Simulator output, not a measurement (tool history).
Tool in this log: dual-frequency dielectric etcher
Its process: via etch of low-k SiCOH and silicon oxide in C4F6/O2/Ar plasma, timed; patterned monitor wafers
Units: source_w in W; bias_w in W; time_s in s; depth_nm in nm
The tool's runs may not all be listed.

| run | hour | source_w | bias_w | time_s | depth_nm |
|---|---|---|---|---|---|
| 1 | 0 | 430 | 219 | 50 | 130.72 |
| 2 | 8.1 | 410 | 218 | 50 | 128.04 |
| 3 | 15.2 | 400 | 217 | 50 | 125.99 |
| 4 | 23.4 | 400 | 237 | 50 | 129.57 |
| 5 | 25.7 | 390 | 236 | 50 | 127.76 |
| 6 | 30.1 | 380 | 235 | 50 | 126.03 |

Estimate the outcome of run 7 from the log above:
| 7 | 31.5 | 380 | 235 | 50 | ? |

{"run 7": {"depth_nm": 126.93}}
